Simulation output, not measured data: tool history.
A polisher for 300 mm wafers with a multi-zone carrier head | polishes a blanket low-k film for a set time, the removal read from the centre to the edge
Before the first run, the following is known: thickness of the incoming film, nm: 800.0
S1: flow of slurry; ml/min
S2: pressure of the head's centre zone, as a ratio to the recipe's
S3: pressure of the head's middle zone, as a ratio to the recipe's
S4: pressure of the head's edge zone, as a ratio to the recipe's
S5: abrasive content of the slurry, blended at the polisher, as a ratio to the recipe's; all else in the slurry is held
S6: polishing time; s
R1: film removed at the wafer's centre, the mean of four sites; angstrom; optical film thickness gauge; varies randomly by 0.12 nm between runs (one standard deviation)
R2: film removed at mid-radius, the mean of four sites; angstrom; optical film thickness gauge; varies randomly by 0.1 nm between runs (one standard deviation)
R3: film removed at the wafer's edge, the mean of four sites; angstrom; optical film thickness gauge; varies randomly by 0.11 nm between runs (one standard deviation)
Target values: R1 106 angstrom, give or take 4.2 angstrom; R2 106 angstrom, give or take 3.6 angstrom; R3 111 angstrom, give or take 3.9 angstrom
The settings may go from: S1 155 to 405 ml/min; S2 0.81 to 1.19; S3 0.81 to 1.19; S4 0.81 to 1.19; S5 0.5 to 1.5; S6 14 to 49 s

| run | day | S1 | S2 | S3 | S4 | S5 | S6 | R1 | R2 | R3 |
|---|---|---|---|---|---|---|---|---|---|---|
| 1 | 0 | 260 | 1 | 1 | 1 | 1 | 31 | 145.02 | 127.82 | 129.05 |
| 2 | 0.046 | 250 | 0.94 | 0.97 | 0.98 | 0.9 | 31 | 121.82 | 114.16 | 119.52 |
| 3 | 0.333 | 240 | 0.92 | 0.96 | 0.96 | 0.9 | 31 | 121.31 | 112.42 | 116.84 |
| 4 | 0.467 | 235 | 0.89 | 0.95 | 0.95 | 0.9 | 31 | 116.4 | 112.28 | 114.96 |
| 5 | 0.562 | 235 | 0.89 | 0.95 | 0.95 | 0.9 | 27 | 97.816 | 98.313 | 101.58 |
| 6 | 0.658 | 250 | 0.9 | 0.96 | 0.98 | 0.9 | 27 | 102.83 | 98.746 | 105.41 |
| 7 | 0.733 | 260 | 0.9 | 0.98 | 0.99 | 0.9 | 27 | 102.71 | 101.3 | 104.65 |
| 8 | 0.875 | 265 | 0.9 | 0.99 | 1.06 | 1 | 27 | 113.24 | 112.42 | 116.31 |
| 9 | 1.171 | 260 | 0.89 | 0.98 | 1.04 | 1 | 27 | 108.15 | 108.02 | 115.83 |

Of the 5 settings listed for the next run, only one would bring every result within its allowed miss of target. Which one?
| A | 1.467 | 160 | 0.92 | 0.84 | 1.11 | 1 | 29 | ? | ? | ? |
| B | 1.467 | 260 | 0.89 | 1 | 1.02 | 1 | 24 | ? | ? | ? |
| C | 1.467 | 265 | 0.87 | 0.89 | 1.09 | 1 | 27 | ? | ? | ? |
| D | 1.467 | 300 | 0.89 | 0.99 | 1.04 | 1.05 | 25 | ? | ? | ? |
| E | 1.467 | 255 | 0.91 | 0.81 | 1.12 | 1.2 | 25 | ? | ? | ? |

| move | R1 | R2 | R3 |
|---|---|---|---|
| A | 112.17 | 95.291 | 118.74 |
| B | 98.475 | 98.928 | 99.852 |
| C | 108.48 | 101.19 | 116.45 |
| D | 107.75 | 107.14 | 109.7 |
| E | 116.38 | 96.124 | 121.47 |
A: further off than the last run
B: carries the result that was furthest off beyond its target, to the other side
C: further off than the last run
D: all results land within tolerance of their targets
E: further off than the last run
Move D is the one to make.
